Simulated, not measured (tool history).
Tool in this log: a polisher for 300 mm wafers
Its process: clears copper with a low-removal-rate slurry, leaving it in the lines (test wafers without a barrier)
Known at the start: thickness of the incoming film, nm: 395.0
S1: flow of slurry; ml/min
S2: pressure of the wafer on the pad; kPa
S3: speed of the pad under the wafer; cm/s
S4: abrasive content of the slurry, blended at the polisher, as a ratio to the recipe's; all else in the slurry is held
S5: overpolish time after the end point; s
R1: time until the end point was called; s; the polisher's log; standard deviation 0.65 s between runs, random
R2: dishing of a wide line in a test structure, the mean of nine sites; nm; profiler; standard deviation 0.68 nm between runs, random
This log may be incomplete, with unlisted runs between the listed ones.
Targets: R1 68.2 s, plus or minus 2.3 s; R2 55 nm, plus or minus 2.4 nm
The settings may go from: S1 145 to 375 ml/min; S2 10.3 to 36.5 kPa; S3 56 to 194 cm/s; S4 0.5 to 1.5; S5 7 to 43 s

run,hour,S1,S2,S3,S4,S5,R1,R2
1,0,240,23.4,124,1,22,95.335,67.001
2,7.1,240,23.4,124,1.1,22,95.111,67.777
3,12.8,280,23.4,124,1.1,22,93.457,67.087
4,13.9,280,26.2,124,1.1,22,84.071,75.381
5,22.3,225,26.2,124,1.1,22,86.434,73.987
6,24.9,225,21.4,124,1.1,22,104.35,61.113
7,31.6,235,23.4,126,1.1,19,93.434,61.202
8,33.4,240,24.8,126,1.1,17,88.221,57.975
9,36.7,240,24.8,126,1.1,17,87.741,57.686
10,39.4,245,26.2,126,1.1,16,84.12,56.982
11,42.6,245,27.6,126,1.1,15,80.789,57.8
12,43.5,250,28.3,126,1.1,14,76.373,55.926
13,47.1,250,29,126,1.1,14,76.897,58.559
14,48.9,255,29.6,126,1.1,13,73.476,55.483
15,51.5,255,30.3,126,1.1,13,72.062,54.736

Pick the move, out of 4, that brings all results within their allowed miss; only one does.
A,54.1,225,30.3,136,1.1,12,?,?
B,54.1,330,30.3,122,0.85,13,?,?
C,54.1,265,28.3,128,1.15,13,?,?
D,54.1,280,29.6,120,1.1,13,?,?

move,R1,R2
A,66.917,54.685
B,75.328,52.953
C,74.189,53.42
D,75.662,52.69
A: meets every target
B: further off than the last run
C: further off than the last run
D: further off than the last run
A is the move that brings every result within its allowed miss.
